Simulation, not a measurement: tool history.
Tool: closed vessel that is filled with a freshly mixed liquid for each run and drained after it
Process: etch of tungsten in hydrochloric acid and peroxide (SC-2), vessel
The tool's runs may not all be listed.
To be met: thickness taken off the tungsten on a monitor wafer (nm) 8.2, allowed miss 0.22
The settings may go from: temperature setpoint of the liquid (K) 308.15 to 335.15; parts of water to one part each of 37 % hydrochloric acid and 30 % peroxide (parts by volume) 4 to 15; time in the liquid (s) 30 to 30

run	hour	temperature setpoint of the liquid (K)	parts of water to one part each of 37 % hydrochloric acid and 30 % peroxide (parts by volume)	time in the liquid (s)	thickness taken off the tungsten on a monitor wafer (nm)
1	0	319.15	8.5	30	5.6074
2	1.1	319.15	10	30	4.9417
3	3.9	320.65	10	30	5.4242
4	9.8	313.65	10	30	3.3548
5	13.2	313.65	10	30	3.3927
6	17.3	313.65	7.5	30	4.3225
7	20.1	321.65	7.5	30	7.3957
8	22.8	322.15	7.5	30	7.6692
9	24.4	322.65	7.5	30	7.7777

Which of these 5 next moves meets every target?
A	26	324.15	9	30	?
B	26	319.65	6	30	?
C	26	327.65	10	30	?
D	26	321.65	6.5	30	?
E	26	324.65	8	30	?

move	thickness taken off the tungsten on a monitor wafer (nm)
A	7.5176
B	7.6394
C	8.6685
D	8.2328
E	8.5476
A: further off than the last run
B: further off than the last run
C: takes the result that was furthest off past its target
D: meets every target
E: takes the result that was furthest off past its target
Answer: D
